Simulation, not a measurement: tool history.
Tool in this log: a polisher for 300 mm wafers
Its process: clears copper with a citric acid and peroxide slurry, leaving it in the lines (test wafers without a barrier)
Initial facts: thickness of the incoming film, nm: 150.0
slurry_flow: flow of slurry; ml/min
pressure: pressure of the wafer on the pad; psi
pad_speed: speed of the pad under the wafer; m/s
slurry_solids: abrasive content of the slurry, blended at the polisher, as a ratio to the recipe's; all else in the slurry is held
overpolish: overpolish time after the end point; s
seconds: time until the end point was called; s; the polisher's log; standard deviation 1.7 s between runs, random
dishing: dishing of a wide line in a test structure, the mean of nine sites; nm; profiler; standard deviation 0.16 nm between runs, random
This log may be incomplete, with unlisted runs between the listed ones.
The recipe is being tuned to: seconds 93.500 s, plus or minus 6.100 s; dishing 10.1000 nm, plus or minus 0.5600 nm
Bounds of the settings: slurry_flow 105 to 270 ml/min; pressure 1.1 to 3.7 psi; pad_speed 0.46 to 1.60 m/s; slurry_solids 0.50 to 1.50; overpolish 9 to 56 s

run  hour  slurry_flow  pressure  pad_speed  slurry_solids  overpolish  seconds  dishing
  1   0.0          175       2.4       1.02           1.00          29   87.377  21.7600
  2   2.6          175       2.2       1.06           1.00          26   95.425  19.9990
  3   4.6          165       2.4       0.98           0.95          24   91.614  18.6960
  4  10.7          165       2.4       0.98           0.95          16   93.025  13.6320
  5  11.3          165       2.4       0.96           0.95          15   93.683  12.8140
  6  12.7          165       2.4       0.96           1.15          15   91.906  13.4010
  7  16.1          165       2.5       0.94           1.15          14   87.716  13.1560
  8  23.3          165       2.5       0.92           1.15          13   89.141  12.2020
  9  29.3          165       2.5       0.90           1.15          12   90.296  11.4760
     34.2  -- slurry blender recalibrated
 10  34.2          165       2.5       0.86           1.15          11   85.650  11.1180
 11  38.1          165       2.3       0.84           1.15           9   96.964   8.4405
 12  41.7          165       2.3       0.84           1.15           9   92.431   8.2931
 13  47.7          160       2.3       0.84           1.15           9   95.519   8.3976

Which single option among these 5 for the next run brings every result within its allowed miss of target? Just one does.
  A  53.7          145       2.7       0.72           1.05          13        ?        ?
  B  53.7          190       2.8       0.82           1.20           9        ?        ?
  C  53.7          160       2.5       1.00           1.00          12        ?        ?
  D  53.7          155       2.3       0.86           1.10          11        ?        ?
  E  53.7          155       1.8       1.02           1.00          16        ?        ?

move  seconds  dishing
   A   93.235  12.1140
   B   79.422  10.1910
   C   83.820  12.3540
   D   97.582  10.1250
   E  114.260  12.0760
A: takes the result that was furthest off past its target
B: meets the target for the result that was furthest off, but another lies outside its allowed miss
C: takes the result that was furthest off past its target
D: all results in spec
E: takes the result that was furthest off past its target
D meets every target.
